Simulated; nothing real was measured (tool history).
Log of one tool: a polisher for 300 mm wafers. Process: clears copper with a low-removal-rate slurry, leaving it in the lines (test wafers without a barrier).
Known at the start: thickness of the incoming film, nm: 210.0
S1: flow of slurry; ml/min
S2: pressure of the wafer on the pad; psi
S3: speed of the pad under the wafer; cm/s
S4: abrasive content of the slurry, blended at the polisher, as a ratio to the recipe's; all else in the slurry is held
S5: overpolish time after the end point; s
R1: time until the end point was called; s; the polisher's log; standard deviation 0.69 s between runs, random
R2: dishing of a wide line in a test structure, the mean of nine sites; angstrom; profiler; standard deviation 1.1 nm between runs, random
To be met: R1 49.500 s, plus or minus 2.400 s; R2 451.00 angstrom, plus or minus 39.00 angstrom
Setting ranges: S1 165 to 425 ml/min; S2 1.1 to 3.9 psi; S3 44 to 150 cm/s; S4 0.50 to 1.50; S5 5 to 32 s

| run | day | S1 | S2 | S3 | S4 | S5 | R1 | R2 |
|---|---|---|---|---|---|---|---|---|
| 1 | 0.000 | 275 | 2.5 | 96 | 1.00 | 16 | 91.371 | 238.04 |
| 2 | 0.354 | 275 | 2.5 | 72 | 1.00 | 16 | 114.650 | 196.85 |
| 3 | 0.729 | 275 | 3.1 | 72 | 1.00 | 16 | 95.907 | 236.68 |
| 4 | 0.988 | 215 | 3.1 | 72 | 1.00 | 16 | 96.636 | 241.48 |
| 5 | 1.046 | 215 | 2.5 | 72 | 1.00 | 16 | 119.710 | 186.43 |
| 6 | 1.129 | 215 | 2.5 | 72 | 1.00 | 13 | 119.690 | 158.72 |
| 7 | 1.358 | 225 | 3.2 | 100 | 1.05 | 18 | 71.486 | 353.61 |
| 8 | 1.583 | 230 | 3.4 | 104 | 1.05 | 17 | 62.443 | 366.11 |
| 9 | 1.900 | 230 | 3.9 | 106 | 1.05 | 17 | 54.527 | 417.60 |
| 10 | 1.967 | 230 | 3.9 | 108 | 1.05 | 17 | 54.379 | 438.08 |
| 11 | 2.038 | 230 | 3.9 | 110 | 1.05 | 17 | 52.952 | 434.08 |

Which one of the following 4 next-run settings gets every result inside its allowed miss? There is exactly one.
| A | 2.108 | 220 | 3.9 | 134 | 1.05 | 15 | ? | ? |
| B | 2.108 | 220 | 3.8 | 106 | 1.10 | 18 | ? | ? |
| C | 2.108 | 240 | 3.6 | 116 | 0.90 | 25 | ? | ? |
| D | 2.108 | 170 | 3.9 | 122 | 1.05 | 17 | ? | ? |

| move | R1 | R2 |
|---|---|---|
| A | 44.834 | 450.57 |
| B | 56.354 | 432.19 |
| C | 56.011 | 572.11 |
| D | 50.554 | 452.55 |
A: pushes the last run's worst result past its target
B: further off than the last run
C: further off than the last run
D: all results land within tolerance of their targets
Go with D: it meets all targets.
